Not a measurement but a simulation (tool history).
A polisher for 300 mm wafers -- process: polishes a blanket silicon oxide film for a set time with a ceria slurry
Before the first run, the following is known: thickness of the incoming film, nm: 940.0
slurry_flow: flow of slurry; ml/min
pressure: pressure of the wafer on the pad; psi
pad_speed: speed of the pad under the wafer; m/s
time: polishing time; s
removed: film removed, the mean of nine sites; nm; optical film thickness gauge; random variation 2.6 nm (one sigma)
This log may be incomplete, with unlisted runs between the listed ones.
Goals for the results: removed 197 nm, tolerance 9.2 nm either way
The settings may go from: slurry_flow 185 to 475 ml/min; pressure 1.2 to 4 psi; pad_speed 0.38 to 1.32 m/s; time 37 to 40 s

run 1 hour=0 | slurry_flow=305 pressure=2.6 pad_speed=0.84 time=40 | removed=129.75
run 2 hour=6.7 | slurry_flow=305 pressure=3 pad_speed=0.84 time=40 | removed=143.27
run 3 hour=12.1 | slurry_flow=265 pressure=3 pad_speed=0.84 time=40 | removed=140.23
run 4 hour=12.9 | slurry_flow=275 pressure=3.3 pad_speed=0.84 time=40 | removed=159.46
run 5 hour=21.2 | slurry_flow=280 pressure=3.5 pad_speed=0.84 time=40 | removed=159.93
run 6 hour=26.3 | slurry_flow=280 pressure=3.5 pad_speed=0.84 time=40 | removed=168.04
run 7 hour=31.8 | slurry_flow=280 pressure=3.6 pad_speed=0.84 time=40 | removed=172.19
run 8 hour=32.4 | slurry_flow=280 pressure=3.7 pad_speed=0.84 time=40 | removed=172.85
run 9 hour=36.1 | slurry_flow=280 pressure=3.8 pad_speed=0.86 time=40 | removed=183.75
-- hour=38.2 worn pad replaced by a new one
run 10 hour=38.2 | slurry_flow=280 pressure=3.9 pad_speed=0.86 time=40 | removed=206.47

Of the 4 settings listed for the next run, only one would bring every result within its allowed miss of target. Which one?
run A hour=40.3 | slurry_flow=250 pressure=4 pad_speed=0.86 time=40 | removed=?
run B hour=40.3 | slurry_flow=260 pressure=4 pad_speed=0.9 time=40 | removed=?
run C hour=40.3 | slurry_flow=225 pressure=3.7 pad_speed=0.88 time=39 | removed=?
run D hour=40.3 | slurry_flow=365 pressure=3.9 pad_speed=0.74 time=39 | removed=?

move=A removed=215.73
move=B removed=226.18
move=C removed=198.79
move=D removed=182.74
A: the biggest miss grows against the last run
B: the biggest miss grows against the last run
C: each result inside its tolerance
D: pushes the last run's worst result past its target
Answer: C
